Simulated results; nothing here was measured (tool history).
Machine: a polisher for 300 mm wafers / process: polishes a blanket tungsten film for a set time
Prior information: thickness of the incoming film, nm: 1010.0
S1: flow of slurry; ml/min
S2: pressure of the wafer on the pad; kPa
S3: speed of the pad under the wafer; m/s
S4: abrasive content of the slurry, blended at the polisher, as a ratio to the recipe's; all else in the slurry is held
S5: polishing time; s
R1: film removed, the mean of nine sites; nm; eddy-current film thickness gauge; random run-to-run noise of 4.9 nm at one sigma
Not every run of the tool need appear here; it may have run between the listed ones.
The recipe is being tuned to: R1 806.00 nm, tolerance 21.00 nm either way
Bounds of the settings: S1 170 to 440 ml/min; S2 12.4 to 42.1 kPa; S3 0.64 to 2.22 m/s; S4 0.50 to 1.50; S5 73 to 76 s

Run 1, hour 0.0: S1 280 ml/min, S2 26.9 kPa, S3 1.42 m/s, S4 1.00, S5 73 s. Result: R1 428.81 nm.
Run 2, hour 7.5: S1 285 ml/min, S2 31.0 kPa, S3 1.44 m/s, S4 1.00, S5 73 s. Result: R1 503.58 nm.
Run 3, hour 8.8: S1 285 ml/min, S2 31.0 kPa, S3 1.16 m/s, S4 1.00, S5 73 s. Result: R1 405.63 nm.
Run 4, hour 14.9: S1 285 ml/min, S2 31.0 kPa, S3 1.16 m/s, S4 1.00, S5 73 s. Result: R1 406.38 nm.
Run 5, hour 17.5: S1 290 ml/min, S2 34.5 kPa, S3 1.26 m/s, S4 1.00, S5 73 s. Result: R1 483.29 nm.
Run 6, hour 19.8: S1 290 ml/min, S2 34.5 kPa, S3 1.26 m/s, S4 1.00, S5 73 s. Result: R1 488.42 nm.
Run 7, hour 24.5: S1 290 ml/min, S2 36.5 kPa, S3 1.36 m/s, S4 1.00, S5 73 s. Result: R1 554.60 nm.
Run 8, hour 29.4: S1 305 ml/min, S2 42.1 kPa, S3 1.68 m/s, S4 1.00, S5 73 s. Result: R1 778.41 nm.

Which of these 5 next moves meets every target?
Run A, hour 34.3: S1 400 ml/min, S2 40.0 kPa, S3 1.68 m/s, S4 0.85, S5 76 s. Result: R1 ?.
Run B, hour 34.3: S1 355 ml/min, S2 42.1 kPa, S3 1.58 m/s, S4 1.20, S5 74 s. Result: R1 ?.
Run C, hour 34.3: S1 355 ml/min, S2 41.4 kPa, S3 1.62 m/s, S4 0.95, S5 75 s. Result: R1 ?.
Run D, hour 34.3: S1 320 ml/min, S2 42.1 kPa, S3 1.50 m/s, S4 1.00, S5 75 s. Result: R1 ?.
Run E, hour 34.3: S1 300 ml/min, S2 41.4 kPa, S3 1.60 m/s, S4 1.00, S5 73 s. Result: R1 ?.

move      R1
   A  748.23
   B  792.84
   C  755.69
   D  717.74
   E  727.79
A: misses by more than the last run did
B: meets every target
C: misses by more than the last run did
D: misses by more than the last run did
E: misses by more than the last run did
Move B is the one to make.

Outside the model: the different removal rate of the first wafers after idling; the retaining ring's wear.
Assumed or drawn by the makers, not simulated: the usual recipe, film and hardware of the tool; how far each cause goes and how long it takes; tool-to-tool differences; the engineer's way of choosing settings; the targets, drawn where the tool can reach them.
